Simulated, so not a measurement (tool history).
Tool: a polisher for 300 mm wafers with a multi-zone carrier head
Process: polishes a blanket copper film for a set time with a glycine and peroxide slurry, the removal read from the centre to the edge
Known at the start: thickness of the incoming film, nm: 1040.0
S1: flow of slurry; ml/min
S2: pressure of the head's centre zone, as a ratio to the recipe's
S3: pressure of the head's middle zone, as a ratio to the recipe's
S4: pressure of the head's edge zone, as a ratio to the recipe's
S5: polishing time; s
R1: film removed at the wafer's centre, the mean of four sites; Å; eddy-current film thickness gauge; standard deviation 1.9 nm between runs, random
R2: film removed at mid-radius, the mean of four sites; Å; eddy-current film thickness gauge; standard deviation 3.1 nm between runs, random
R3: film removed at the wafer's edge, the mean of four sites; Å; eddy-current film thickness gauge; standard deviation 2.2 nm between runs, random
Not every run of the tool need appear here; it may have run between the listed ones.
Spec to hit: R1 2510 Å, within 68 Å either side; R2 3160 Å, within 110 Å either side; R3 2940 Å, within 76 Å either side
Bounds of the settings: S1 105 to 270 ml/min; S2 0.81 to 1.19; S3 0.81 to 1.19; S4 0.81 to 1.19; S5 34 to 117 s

Run 1, day 0: S1 175 ml/min, S2 1, S3 1, S4 1, S5 75 s. Result: R1 2604.3 Å, R2 2617 Å, R3 2593.7 Å.
Run 2, day 0.104: S1 185 ml/min, S2 0.98, S3 1.03, S4 1.03, S5 75 s. Result: R1 2555.5 Å, R2 2705.8 Å, R3 2604.9 Å.
Run 3, day 0.433: S1 215 ml/min, S2 0.98, S3 1.03, S4 1.03, S5 75 s. Result: R1 2706.5 Å, R2 2722.8 Å, R3 2680 Å.
Run 4, day 0.792: S1 210 ml/min, S2 0.96, S3 1.05, S4 1.05, S5 76 s. Result: R1 2615.5 Å, R2 2773.7 Å, R3 2701.7 Å.
Run 5, day 0.954: S1 210 ml/min, S2 0.96, S3 1.09, S4 1.05, S5 76 s. Result: R1 2617.6 Å, R2 2866.8 Å, R3 2701.8 Å.
Run 6, day 1.325: S1 210 ml/min, S2 0.95, S3 1.1, S4 1.07, S5 77 s. Result: R1 2615.8 Å, R2 2915.6 Å, R3 2759.8 Å.
Run 7, day 1.371: S1 205 ml/min, S2 0.94, S3 1.11, S4 1.08, S5 78 s. Result: R1 2638.8 Å, R2 2969.9 Å, R3 2813.6 Å.
Run 8, day 1.442: S1 200 ml/min, S2 0.93, S3 1.12, S4 1.09, S5 78 s. Result: R1 2582.9 Å, R2 2947.3 Å, R3 2799.7 Å.

Below are 4 possible settings for the next run. Only one of them brings all results inside the allowed miss of their targets. Which is it?
Run A, day 1.512: S1 105 ml/min, S2 0.87, S3 1.18, S4 0.99, S5 94 s. Result: R1 ?, R2 ?, R3 ?.
Run B, day 1.512: S1 200 ml/min, S2 0.97, S3 1.08, S4 1.03, S5 78 s. Result: R1 ?, R2 ?, R3 ?.
Run C, day 1.512: S1 205 ml/min, S2 0.93, S3 1.04, S4 1.14, S5 73 s. Result: R1 ?, R2 ?, R3 ?.
Run D, day 1.512: S1 180 ml/min, S2 0.89, S3 1.06, S4 1.16, S5 80 s. Result: R1 ?, R2 ?, R3 ?.

move      R1      R2      R3
   A  2524.1  3225.1  2948.1
   B  2710.1  2913.2    2732
   C  2445.4  2680.6  2657.7
   D  2512.5  2909.9  2887.4
A: meets every target
B: its largest miss is bigger than the last run's
C: its largest miss is bigger than the last run's
D: its largest miss is bigger than the last run's
Go with A: it meets all targets.
